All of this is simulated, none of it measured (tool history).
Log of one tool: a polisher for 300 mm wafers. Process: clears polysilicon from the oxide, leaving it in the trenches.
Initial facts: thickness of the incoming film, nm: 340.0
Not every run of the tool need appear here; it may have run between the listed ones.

run	hour	flow of slurry (ml/min)	pressure of the wafer on the pad (psi)	speed of the pad under the wafer (cm/s)	overpolish time after the end point (s)	time until the end point was called (s)	dishing of a wide line in a test structure (nm)
1	0.0	195	2.1	76	21	36.473	41.145
2	2.0	195	2.1	76	28	35.286	43.539
3	6.6	195	1.8	74	22	42.699	42.142
4	7.8	185	1.9	64	18	44.373	40.463
5	14.1	185	2.2	64	18	37.996	41.607
6	19.7	185	2.4	64	18	35.625	41.447

Forecast run 7:
7	21.6	195	2.0	64	15	?	?

{"run 7": {"time until the end point was called (s)": 43.437, "dishing of a wide line in a test structure (nm)": 38.918}}
